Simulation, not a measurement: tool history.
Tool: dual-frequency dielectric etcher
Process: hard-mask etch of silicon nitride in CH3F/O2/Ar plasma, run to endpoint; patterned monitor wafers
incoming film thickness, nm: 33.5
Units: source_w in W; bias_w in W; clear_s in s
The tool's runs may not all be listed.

{"run": 1, "day": 0.0, "source_w": 480, "bias_w": 81, "clear_s": 40.404}
{"run": 2, "day": 0.325, "source_w": 480, "bias_w": 90, "clear_s": 38.258}
{"run": 3, "day": 0.667, "source_w": 510, "bias_w": 90, "clear_s": 37.42}
{"run": 4, "day": 1.033, "source_w": 510, "bias_w": 77, "clear_s": 40.637}
{"run": 5, "day": 1.288, "source_w": 520, "bias_w": 77, "clear_s": 40.352}
{"run": 6, "day": 1.538, "source_w": 480, "bias_w": 77, "clear_s": 41.747}
{"run": 7, "day": 1.638, "source_w": 490, "bias_w": 77, "clear_s": 41.356}
{"run": 8, "day": 1.821, "source_w": 490, "bias_w": 77, "clear_s": 41.453}
{"run": 9, "day": 1.958, "source_w": 500, "bias_w": 77, "clear_s": 41.312}

Forecast run 10:
{"run": 10, "day": 2.325, "source_w": 600, "bias_w": 80, "clear_s": "?"}

{"run 10": {"clear_s": 37.659}}
